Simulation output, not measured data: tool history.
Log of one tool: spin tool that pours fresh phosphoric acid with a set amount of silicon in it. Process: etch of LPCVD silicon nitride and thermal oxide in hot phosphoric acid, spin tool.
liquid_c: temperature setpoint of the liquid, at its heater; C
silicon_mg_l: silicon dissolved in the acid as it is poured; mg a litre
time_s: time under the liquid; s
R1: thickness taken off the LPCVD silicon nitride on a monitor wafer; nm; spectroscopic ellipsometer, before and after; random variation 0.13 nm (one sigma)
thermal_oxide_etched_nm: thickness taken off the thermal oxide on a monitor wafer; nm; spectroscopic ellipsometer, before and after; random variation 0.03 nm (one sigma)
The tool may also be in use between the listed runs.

{"run": 1, "hour": 0.0, "liquid_c": 162.0, "silicon_mg_l": 10.5, "time_s": 180, "R1": 15.421, "thermal_oxide_etched_nm": 0.35114}
{"run": 2, "hour": 4.1, "liquid_c": 162.0, "silicon_mg_l": 12.5, "time_s": 180, "R1": 15.52, "thermal_oxide_etched_nm": 0.30834}
{"run": 3, "hour": 8.6, "liquid_c": 162.0, "silicon_mg_l": 7.0, "time_s": 180, "R1": 15.495, "thermal_oxide_etched_nm": 0.38017}
{"run": 4, "hour": 15.0, "liquid_c": 162.0, "silicon_mg_l": 7.0, "time_s": 105, "R1": 9.0536, "thermal_oxide_etched_nm": 0.22944}
{"run": 5, "hour": 23.5, "liquid_c": 163.5, "silicon_mg_l": 7.0, "time_s": 105, "R1": 9.5465, "thermal_oxide_etched_nm": 0.24671}
{"run": 6, "hour": 29.8, "liquid_c": 163.5, "silicon_mg_l": 7.0, "time_s": 55, "R1": 4.9407, "thermal_oxide_etched_nm": 0.12828}
{"run": 7, "hour": 31.6, "liquid_c": 163.0, "silicon_mg_l": 7.5, "time_s": 90, "R1": 7.973, "thermal_oxide_etched_nm": 0.19008}

Forecast run 8:
{"hour": 37.6, "done": "heated supply line repaired"}
{"run": 8, "hour": 37.6, "liquid_c": 163.0, "silicon_mg_l": 8.5, "time_s": 120, "R1": "?", "thermal_oxide_etched_nm": "?"}

Run 8 gave R1 12.0090 nm, thermal_oxide_etched_nm 0.34111 nm.
